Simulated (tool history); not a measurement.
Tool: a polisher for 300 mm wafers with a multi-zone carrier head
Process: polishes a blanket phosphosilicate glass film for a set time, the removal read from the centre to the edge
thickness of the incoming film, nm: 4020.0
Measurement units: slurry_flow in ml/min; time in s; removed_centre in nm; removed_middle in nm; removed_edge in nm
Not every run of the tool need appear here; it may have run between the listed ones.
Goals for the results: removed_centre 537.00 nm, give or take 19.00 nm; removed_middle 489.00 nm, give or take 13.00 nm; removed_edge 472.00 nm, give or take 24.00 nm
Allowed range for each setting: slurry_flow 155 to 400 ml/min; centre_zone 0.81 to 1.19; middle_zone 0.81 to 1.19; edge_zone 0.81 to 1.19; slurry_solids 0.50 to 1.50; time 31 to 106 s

run 1 day=0.000 | slurry_flow=255 centre_zone=1.00 middle_zone=1.00 edge_zone=1.00 slurry_solids=1.00 time=68 | removed_centre=711.35 removed_middle=712.16 removed_edge=696.92
run 2 day=0.375 | slurry_flow=310 centre_zone=1.00 middle_zone=1.00 edge_zone=1.00 slurry_solids=1.00 time=68 | removed_centre=719.23 removed_middle=733.58 removed_edge=717.35
run 3 day=0.654 | slurry_flow=255 centre_zone=1.00 middle_zone=1.00 edge_zone=1.00 slurry_solids=1.00 time=68 | removed_centre=701.47 removed_middle=714.76 removed_edge=713.46
run 4 day=0.825 | slurry_flow=255 centre_zone=1.03 middle_zone=1.00 edge_zone=1.00 slurry_solids=1.00 time=68 | removed_centre=732.87 removed_middle=718.81 removed_edge=702.49
run 5 day=0.912 | slurry_flow=255 centre_zone=0.99 middle_zone=1.00 edge_zone=1.00 slurry_solids=1.00 time=68 | removed_centre=688.86 removed_middle=704.01 removed_edge=692.26
run 6 day=1.200 | slurry_flow=255 centre_zone=0.99 middle_zone=1.00 edge_zone=1.00 slurry_solids=1.00 time=53 | removed_centre=544.25 removed_middle=551.62 removed_edge=549.03
run 7 day=1.321 | slurry_flow=245 centre_zone=1.00 middle_zone=0.98 edge_zone=0.96 slurry_solids=0.95 time=53 | removed_centre=530.08 removed_middle=524.80 removed_edge=523.76
run 8 day=1.692 | slurry_flow=235 centre_zone=1.01 middle_zone=0.97 edge_zone=0.93 slurry_solids=0.95 time=53 | removed_centre=526.49 removed_middle=519.86 removed_edge=515.46
run 9 day=1.892 | slurry_flow=230 centre_zone=1.03 middle_zone=0.96 edge_zone=0.90 slurry_solids=0.95 time=53 | removed_centre=543.82 removed_middle=515.79 removed_edge=498.89
run 10 day=2.075 | slurry_flow=220 centre_zone=1.03 middle_zone=0.95 edge_zone=0.89 slurry_solids=0.95 time=53 | removed_centre=538.95 removed_middle=505.35 removed_edge=500.59

4 candidate next runs follow, results not yet known. Just one meets every target within its allowed miss. Identify it.
run A day=2.258 | slurry_flow=335 centre_zone=1.07 middle_zone=0.94 edge_zone=0.95 slurry_solids=0.70 time=64 | removed_centre=? removed_middle=? removed_edge=?
run B day=2.258 | slurry_flow=245 centre_zone=1.00 middle_zone=0.97 edge_zone=0.92 slurry_solids=1.05 time=47 | removed_centre=? removed_middle=? removed_edge=?
run C day=2.258 | slurry_flow=155 centre_zone=1.08 middle_zone=0.96 edge_zone=0.88 slurry_solids=0.75 time=61 | removed_centre=? removed_middle=? removed_edge=?
run D day=2.258 | slurry_flow=260 centre_zone=1.05 middle_zone=0.98 edge_zone=0.85 slurry_solids=0.95 time=51 | removed_centre=? removed_middle=? removed_edge=?

move=A removed_centre=586.61 removed_middle=531.55 removed_edge=519.32
move=B removed_centre=501.45 removed_middle=500.33 removed_edge=471.89
move=C removed_centre=538.94 removed_middle=497.36 removed_edge=470.61
move=D removed_centre=544.51 removed_middle=521.82 removed_edge=469.99
A: the biggest miss grows against the last run
B: brings the last run's worst result on target, with another outside its allowed miss
C: in spec on every target
D: the biggest miss grows against the last run
The move that meets every target is C.
